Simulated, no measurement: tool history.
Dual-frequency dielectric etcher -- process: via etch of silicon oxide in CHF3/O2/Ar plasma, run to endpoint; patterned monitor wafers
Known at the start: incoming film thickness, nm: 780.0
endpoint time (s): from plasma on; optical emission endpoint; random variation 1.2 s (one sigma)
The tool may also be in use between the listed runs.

Run 1, hour 0: source power (kW) 0.8, bias power (kW) 0.215. Result: endpoint time (s) 327.24.
Run 2, hour 1.2: source power (kW) 0.8, bias power (kW) 0.196. Result: endpoint time (s) 338.13.
Run 3, hour 2: source power (kW) 0.75, bias power (kW) 0.196. Result: endpoint time (s) 345.49.
Run 4, hour 7: source power (kW) 0.75, bias power (kW) 0.218. Result: endpoint time (s) 333.5.
Run 5, hour 11.3: source power (kW) 0.73, bias power (kW) 0.217. Result: endpoint time (s) 337.48.
Run 6, hour 13.2: source power (kW) 0.79, bias power (kW) 0.217. Result: endpoint time (s) 327.4.
Run 7, hour 15.4: source power (kW) 0.77, bias power (kW) 0.216. Result: endpoint time (s) 330.28.

Expected results for the next run?
Run 8, hour 21.1: source power (kW) 0.75, bias power (kW) 0.215. Result: endpoint time (s) ?.

Logged for run 8: endpoint time (s) 333.7.

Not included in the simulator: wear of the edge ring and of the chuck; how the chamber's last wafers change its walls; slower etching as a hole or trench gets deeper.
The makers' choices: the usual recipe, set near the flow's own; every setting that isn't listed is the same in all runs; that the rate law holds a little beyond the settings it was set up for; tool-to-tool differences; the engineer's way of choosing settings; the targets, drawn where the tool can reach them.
